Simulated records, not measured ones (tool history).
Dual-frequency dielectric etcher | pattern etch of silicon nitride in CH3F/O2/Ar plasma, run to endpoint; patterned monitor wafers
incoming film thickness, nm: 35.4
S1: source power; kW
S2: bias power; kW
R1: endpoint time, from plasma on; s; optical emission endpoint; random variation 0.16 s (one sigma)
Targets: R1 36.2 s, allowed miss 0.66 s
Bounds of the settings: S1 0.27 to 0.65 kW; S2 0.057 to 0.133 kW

Run 1, day 0: S1 0.46 kW, S2 0.095 kW. Result: R1 40.38 s.
Run 2, day 0.217: S1 0.46 kW, S2 0.082 kW. Result: R1 44.316 s.
Run 3, day 0.354: S1 0.46 kW, S2 0.093 kW. Result: R1 40.568 s.
Run 4, day 0.646: S1 0.46 kW, S2 0.078 kW. Result: R1 45.265 s.
Run 5, day 0.921: S1 0.38 kW, S2 0.078 kW. Result: R1 49.988 s.
Run 6, day 1.221: S1 0.38 kW, S2 0.087 kW. Result: R1 46.146 s.
Run 7, day 1.412: S1 0.44 kW, S2 0.088 kW. Result: R1 43.361 s.
Run 8, day 1.617: S1 0.48 kW, S2 0.089 kW. Result: R1 41.472 s.
At day 1.788: bias power generator calibrated.
Run 9, day 1.788: S1 0.52 kW, S2 0.09 kW. Result: R1 40.641 s.
Run 10, day 1.858: S1 0.55 kW, S2 0.092 kW. Result: R1 39.375 s.
Run 11, day 2.083: S1 0.57 kW, S2 0.094 kW. Result: R1 37.893 s.

Which of these 5 next moves meets every target?
Run A, day 2.308: S1 0.57 kW, S2 0.089 kW. Result: R1 ?.
Run B, day 2.308: S1 0.63 kW, S2 0.085 kW. Result: R1 ?.
Run C, day 2.308: S1 0.65 kW, S2 0.099 kW. Result: R1 ?.
Run D, day 2.308: S1 0.58 kW, S2 0.101 kW. Result: R1 ?.
Run E, day 2.308: S1 0.59 kW, S2 0.083 kW. Result: R1 ?.

move      R1
   A  39.217
   B  38.648
   C  34.998
   D  36.247
   E  40.267
A: further off than the last run
B: further off than the last run
C: takes the result that was furthest off past its target
D: meets every target
E: further off than the last run
Answer: D
